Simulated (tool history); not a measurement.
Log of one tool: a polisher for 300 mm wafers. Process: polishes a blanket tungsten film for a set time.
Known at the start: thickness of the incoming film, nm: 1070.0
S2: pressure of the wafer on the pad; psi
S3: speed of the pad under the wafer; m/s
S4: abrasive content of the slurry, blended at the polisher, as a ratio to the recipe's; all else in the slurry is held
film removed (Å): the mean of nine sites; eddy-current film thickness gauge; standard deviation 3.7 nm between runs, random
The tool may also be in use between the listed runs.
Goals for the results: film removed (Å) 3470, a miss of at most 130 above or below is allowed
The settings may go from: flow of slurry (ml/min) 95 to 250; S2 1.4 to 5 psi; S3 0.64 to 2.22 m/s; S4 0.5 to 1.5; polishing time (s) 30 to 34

{"run": 1, "day": 0.0, "flow of slurry (ml/min)": 160, "S2": 3.2, "S3": 1.42, "S4": 1, "polishing time (s)": 34, "film removed (Å)": 2286.4}
{"run": 2, "day": 0.217, "flow of slurry (ml/min)": 125, "S2": 3.2, "S3": 1.42, "S4": 1, "polishing time (s)": 34, "film removed (Å)": 2163.6}
{"run": 3, "day": 0.467, "flow of slurry (ml/min)": 125, "S2": 3.8, "S3": 1.42, "S4": 1, "polishing time (s)": 34, "film removed (Å)": 2519.4}
{"run": 4, "day": 0.592, "flow of slurry (ml/min)": 135, "S2": 4, "S3": 1.42, "S4": 1, "polishing time (s)": 34, "film removed (Å)": 2738}
{"run": 5, "day": 0.808, "flow of slurry (ml/min)": 150, "S2": 4.1, "S3": 1.42, "S4": 1, "polishing time (s)": 34, "film removed (Å)": 2816.3}
{"run": 6, "day": 1.1, "flow of slurry (ml/min)": 150, "S2": 4.1, "S3": 1.42, "S4": 1.1, "polishing time (s)": 34, "film removed (Å)": 2906.8}
{"run": 7, "day": 1.242, "flow of slurry (ml/min)": 155, "S2": 4.2, "S3": 1.42, "S4": 1.1, "polishing time (s)": 34, "film removed (Å)": 2951.9}
{"run": 8, "day": 1.458, "flow of slurry (ml/min)": 160, "S2": 4.3, "S3": 1.42, "S4": 1.1, "polishing time (s)": 34, "film removed (Å)": 3051.7}
{"run": 9, "day": 1.483, "flow of slurry (ml/min)": 165, "S2": 4.4, "S3": 1.42, "S4": 1.1, "polishing time (s)": 34, "film removed (Å)": 3175}
{"run": 10, "day": 1.696, "flow of slurry (ml/min)": 170, "S2": 4.5, "S3": 1.42, "S4": 1.1, "polishing time (s)": 34, "film removed (Å)": 3272}
{"run": 11, "day": 1.871, "flow of slurry (ml/min)": 175, "S2": 4.6, "S3": 1.42, "S4": 1.1, "polishing time (s)": 34, "film removed (Å)": 3410.6}

Of the 4 settings listed for the next run, only one would bring every result within its allowed miss of target. Which one?
{"run": "A", "day": 2.046, "flow of slurry (ml/min)": 175, "S2": 4.7, "S3": 1.54, "S4": 1.05, "polishing time (s)": 30, "film removed (Å)": "?"}
{"run": "B", "day": 2.046, "flow of slurry (ml/min)": 180, "S2": 4.6, "S3": 1.5, "S4": 1.1, "polishing time (s)": 34, "film removed (Å)": "?"}
{"run": "C", "day": 2.046, "flow of slurry (ml/min)": 170, "S2": 4.4, "S3": 1.44, "S4": 1.05, "polishing time (s)": 34, "film removed (Å)": "?"}
{"run": "D", "day": 2.046, "flow of slurry (ml/min)": 175, "S2": 4.6, "S3": 1.46, "S4": 1.1, "polishing time (s)": 32, "film removed (Å)": "?"}

move=A film_removed_(Å)=3210.8
move=B film_removed_(Å)=3545.8
move=C film_removed_(Å)=3205.4
move=D film_removed_(Å)=3241.8
A: moves away from the targets compared with the last run
B: all results in spec
C: moves away from the targets compared with the last run
D: moves away from the targets compared with the last run
B meets every target.
